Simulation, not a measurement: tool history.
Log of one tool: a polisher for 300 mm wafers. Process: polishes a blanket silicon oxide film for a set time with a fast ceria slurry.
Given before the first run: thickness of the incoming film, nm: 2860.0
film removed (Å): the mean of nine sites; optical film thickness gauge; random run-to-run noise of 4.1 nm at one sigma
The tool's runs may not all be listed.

run,hour,flow of slurry (ml/min),pressure of the wafer on the pad (psi),speed of the pad under the wafer (cm/s),polishing time (s),film removed (Å)
1,0.0,155,1.9,98,34,3804.2
2,6.4,125,1.9,98,34,3801.4
3,15.3,125,1.9,90,34,3483.0
4,21.7,125,1.9,72,34,2800.6
5,27.2,125,2.0,72,34,2918.2
6,29.8,125,2.0,58,34,2400.1
7,37.7,125,2.1,60,34,2597.6
# hour 38.8: slurry nozzle cleaned
8,38.8,125,2.2,62,34,2875.6
9,39.7,125,2.3,62,34,2963.0

What does the tool deliver on the next run?
10,47.2,125,2.4,64,34,?

film removed (Å): 3259.0

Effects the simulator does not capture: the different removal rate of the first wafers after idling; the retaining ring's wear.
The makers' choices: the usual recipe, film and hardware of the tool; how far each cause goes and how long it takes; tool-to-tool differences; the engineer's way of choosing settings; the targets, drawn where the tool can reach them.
